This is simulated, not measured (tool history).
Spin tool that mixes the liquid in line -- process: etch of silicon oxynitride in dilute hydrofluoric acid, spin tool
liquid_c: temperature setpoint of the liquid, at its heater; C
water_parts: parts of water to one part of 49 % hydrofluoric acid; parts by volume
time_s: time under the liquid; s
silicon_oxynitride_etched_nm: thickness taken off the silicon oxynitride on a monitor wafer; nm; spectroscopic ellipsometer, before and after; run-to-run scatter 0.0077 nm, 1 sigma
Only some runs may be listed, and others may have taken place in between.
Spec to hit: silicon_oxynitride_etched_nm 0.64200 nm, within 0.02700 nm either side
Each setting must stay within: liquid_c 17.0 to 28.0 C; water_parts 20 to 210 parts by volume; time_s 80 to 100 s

Run 1, hour 0.0: liquid_c 20.0 C, water_parts 115 parts by volume, time_s 100 s. Result: silicon_oxynitride_etched_nm 1.14210 nm.
Run 2, hour 8.9: liquid_c 20.0 C, water_parts 115 parts by volume, time_s 80 s. Result: silicon_oxynitride_etched_nm 0.92201 nm.
Run 3, hour 15.6: liquid_c 19.0 C, water_parts 125 parts by volume, time_s 80 s. Result: silicon_oxynitride_etched_nm 0.78674 nm.
Run 4, hour 24.6: liquid_c 19.0 C, water_parts 95 parts by volume, time_s 80 s. Result: silicon_oxynitride_etched_nm 1.05300 nm.
Run 5, hour 29.5: liquid_c 18.5 C, water_parts 110 parts by volume, time_s 80 s. Result: silicon_oxynitride_etched_nm 0.90114 nm.
Run 6, hour 36.0: liquid_c 18.0 C, water_parts 120 parts by volume, time_s 80 s. Result: silicon_oxynitride_etched_nm 0.79482 nm.
Run 7, hour 38.5: liquid_c 17.5 C, water_parts 125 parts by volume, time_s 80 s. Result: silicon_oxynitride_etched_nm 0.72703 nm.
Run 8, hour 44.9: liquid_c 17.5 C, water_parts 130 parts by volume, time_s 80 s. Result: silicon_oxynitride_etched_nm 0.71735 nm.
Run 9, hour 52.6: liquid_c 17.5 C, water_parts 135 parts by volume, time_s 80 s. Result: silicon_oxynitride_etched_nm 0.69473 nm.

Exactly one of the 4 candidate moves below puts every result within its allowed miss. Which one?
Run A, hour 60.3: liquid_c 17.0 C, water_parts 140 parts by volume, time_s 90 s. Result: silicon_oxynitride_etched_nm ?.
Run B, hour 60.3: liquid_c 19.0 C, water_parts 145 parts by volume, time_s 90 s. Result: silicon_oxynitride_etched_nm ?.
Run C, hour 60.3: liquid_c 18.5 C, water_parts 160 parts by volume, time_s 85 s. Result: silicon_oxynitride_etched_nm ?.
Run D, hour 60.3: liquid_c 18.5 C, water_parts 140 parts by volume, time_s 80 s. Result: silicon_oxynitride_etched_nm ?.

move  silicon_oxynitride_etched_nm
   A                       0.70762
   B                       0.75072
   C                       0.62112
   D                       0.67686
A: further off than the last run
B: further off than the last run
C: hits every target within its allowed miss
D: an improvement on the last run, though not all results are within tolerance
The move that meets every target is C.

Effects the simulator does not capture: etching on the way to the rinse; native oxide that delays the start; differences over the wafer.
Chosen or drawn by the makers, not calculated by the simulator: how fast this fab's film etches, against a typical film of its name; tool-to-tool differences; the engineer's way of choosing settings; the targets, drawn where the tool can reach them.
